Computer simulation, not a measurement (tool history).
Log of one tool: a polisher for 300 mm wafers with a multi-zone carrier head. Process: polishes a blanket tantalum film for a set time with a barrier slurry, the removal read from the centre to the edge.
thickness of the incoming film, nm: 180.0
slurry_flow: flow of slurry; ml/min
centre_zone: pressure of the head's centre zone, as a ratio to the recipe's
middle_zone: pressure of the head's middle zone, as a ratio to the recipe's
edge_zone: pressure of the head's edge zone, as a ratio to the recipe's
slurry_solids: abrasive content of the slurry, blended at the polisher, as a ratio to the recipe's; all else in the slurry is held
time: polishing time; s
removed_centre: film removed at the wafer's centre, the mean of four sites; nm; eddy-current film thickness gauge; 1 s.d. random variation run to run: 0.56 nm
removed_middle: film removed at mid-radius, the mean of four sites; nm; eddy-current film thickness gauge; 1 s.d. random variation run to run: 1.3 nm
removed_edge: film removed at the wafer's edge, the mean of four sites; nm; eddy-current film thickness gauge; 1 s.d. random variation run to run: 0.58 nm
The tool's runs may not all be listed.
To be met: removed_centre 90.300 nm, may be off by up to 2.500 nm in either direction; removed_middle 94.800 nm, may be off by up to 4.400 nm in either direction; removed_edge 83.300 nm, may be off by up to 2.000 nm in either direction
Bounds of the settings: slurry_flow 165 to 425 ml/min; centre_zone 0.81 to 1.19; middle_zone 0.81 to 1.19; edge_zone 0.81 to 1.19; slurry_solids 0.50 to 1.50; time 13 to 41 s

run  hour  slurry_flow  centre_zone  middle_zone  edge_zone  slurry_solids  time  removed_centre  removed_middle  removed_edge
  1   0.0          275         1.00         1.00       1.00           1.00    27          63.352          74.013        70.963
  2   0.5          340         1.00         1.00       1.00           1.00    27          64.115          74.287        70.507
  3   7.3          340         1.02         1.01       1.00           1.05    27          66.729          77.219        72.313
  4  14.9          340         1.02         1.01       1.00           0.90    27          63.878          71.937        68.520
     18.7  -- centre zone pressure recalibrated
  5  18.7          340         1.04         1.02       1.00           0.95    27          71.638          74.139        71.052
  6  19.4          340         1.04         1.02       1.00           1.15    27          76.678          79.681        75.730
  7  28.0          340         1.04         1.04       1.01           1.15    27          76.165          80.402        75.301
  8  33.3          340         1.04         1.05       1.01           1.20    27          76.981          82.202        76.685
  9  38.3          340         1.04         1.05       1.01           1.20    27          78.022          84.860        75.844

Below are 5 possible settings for the next run. Only one of them brings all results inside the allowed miss of their targets. Which is it?
  A  43.3          325         1.11         1.12       1.02           1.25    29               ?               ?             ?
  B  43.3          350         1.00         1.10       0.99           1.15    24               ?               ?             ?
  C  43.3          350         1.08         1.03       1.12           1.15    28               ?               ?             ?
  D  43.3          345         1.15         0.99       1.00           1.25    28               ?               ?             ?
  E  43.3          250         1.15         1.09       1.03           1.15    32               ?               ?             ?

move  removed_centre  removed_middle  removed_edge
   A          89.370          95.019        82.785
   B          66.180          76.078        66.227
   C          82.677          83.873        82.211
   D          89.556          83.044        79.643
   E          96.094          96.994        87.570
A: every result within its allowed miss
B: further off than the last run
C: nearer than the last run, and not there yet
D: brings the last run's worst result on target, with another outside its allowed miss
E: takes the biggest miss from the last run beyond its target
A meets every target.
